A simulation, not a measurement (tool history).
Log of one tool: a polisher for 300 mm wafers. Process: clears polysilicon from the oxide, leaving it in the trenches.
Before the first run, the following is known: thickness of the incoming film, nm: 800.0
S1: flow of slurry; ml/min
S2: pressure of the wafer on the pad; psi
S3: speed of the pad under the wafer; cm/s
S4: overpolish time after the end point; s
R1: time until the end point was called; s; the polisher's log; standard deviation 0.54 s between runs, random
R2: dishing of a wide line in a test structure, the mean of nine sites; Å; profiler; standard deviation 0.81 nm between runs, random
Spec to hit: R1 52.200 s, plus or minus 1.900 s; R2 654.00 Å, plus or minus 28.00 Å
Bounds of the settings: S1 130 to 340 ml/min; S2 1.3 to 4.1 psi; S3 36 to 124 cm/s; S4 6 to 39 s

Run 1, hour 0.0: S1 220 ml/min, S2 2.7 psi, S3 80 cm/s, S4 20 s. Result: R1 60.098 s, R2 776.50 Å.
Run 2, hour 7.6: S1 220 ml/min, S2 2.7 psi, S3 96 cm/s, S4 20 s. Result: R1 51.391 s, R2 807.93 Å.
Run 3, hour 14.7: S1 220 ml/min, S2 2.7 psi, S3 104 cm/s, S4 20 s. Result: R1 47.583 s, R2 808.71 Å.
Run 4, hour 20.0: S1 185 ml/min, S2 2.7 psi, S3 104 cm/s, S4 20 s. Result: R1 47.937 s, R2 794.96 Å.
Run 5, hour 21.2: S1 185 ml/min, S2 3.2 psi, S3 104 cm/s, S4 20 s. Result: R1 39.878 s, R2 810.09 Å.
Run 6, hour 28.9: S1 175 ml/min, S2 3.1 psi, S3 104 cm/s, S4 18 s. Result: R1 43.274 s, R2 786.72 Å.
Run 7, hour 32.0: S1 170 ml/min, S2 3.1 psi, S3 104 cm/s, S4 16 s. Result: R1 42.918 s, R2 779.25 Å.
Run 8, hour 33.7: S1 165 ml/min, S2 3.1 psi, S3 102 cm/s, S4 14 s. Result: R1 43.466 s, R2 758.25 Å.
Run 9, hour 41.8: S1 160 ml/min, S2 3.1 psi, S3 102 cm/s, S4 13 s. Result: R1 43.164 s, R2 747.53 Å.
Run 10, hour 46.2: S1 155 ml/min, S2 3.0 psi, S3 102 cm/s, S4 12 s. Result: R1 45.381 s, R2 736.73 Å.
Run 11, hour 48.6: S1 215 ml/min, S2 2.6 psi, S3 100 cm/s, S4 6 s. Result: R1 50.106 s, R2 516.04 Å.
Run 12, hour 55.4: S1 205 ml/min, S2 2.6 psi, S3 100 cm/s, S4 7 s. Result: R1 51.446 s, R2 552.95 Å.
Run 13, hour 56.7: S1 195 ml/min, S2 2.6 psi, S3 100 cm/s, S4 7 s. Result: R1 52.136 s, R2 565.28 Å.
Run 14, hour 60.3: S1 195 ml/min, S2 2.6 psi, S3 100 cm/s, S4 7 s. Result: R1 51.072 s, R2 567.61 Å.
Run 15, hour 65.3: S1 190 ml/min, S2 2.6 psi, S3 100 cm/s, S4 7 s. Result: R1 51.029 s, R2 557.09 Å.
Run 16, hour 71.9: S1 190 ml/min, S2 2.6 psi, S3 100 cm/s, S4 7 s. Result: R1 52.037 s, R2 546.88 Å.
Run 17, hour 79.0: S1 185 ml/min, S2 2.6 psi, S3 100 cm/s, S4 8 s. Result: R1 51.695 s, R2 604.33 Å.

Pick the move, out of 4, that brings all results within their allowed miss; only one does.
Run A, hour 86.1: S1 180 ml/min, S2 3.0 psi, S3 88 cm/s, S4 8 s. Result: R1 ?, R2 ?.
Run B, hour 86.1: S1 215 ml/min, S2 2.9 psi, S3 96 cm/s, S4 7 s. Result: R1 ?, R2 ?.
Run C, hour 86.1: S1 175 ml/min, S2 2.8 psi, S3 94 cm/s, S4 10 s. Result: R1 ?, R2 ?.
Run D, hour 86.1: S1 195 ml/min, S2 2.9 psi, S3 100 cm/s, S4 7 s. Result: R1 ?, R2 ?.

move      R1      R2
   A  52.281  592.19
   B  48.693  574.23
   C  52.601  651.33
   D  47.280  582.74
A: moves away from the targets compared with the last run
B: moves away from the targets compared with the last run
C: all results in spec
D: moves away from the targets compared with the last run
C meets every target.

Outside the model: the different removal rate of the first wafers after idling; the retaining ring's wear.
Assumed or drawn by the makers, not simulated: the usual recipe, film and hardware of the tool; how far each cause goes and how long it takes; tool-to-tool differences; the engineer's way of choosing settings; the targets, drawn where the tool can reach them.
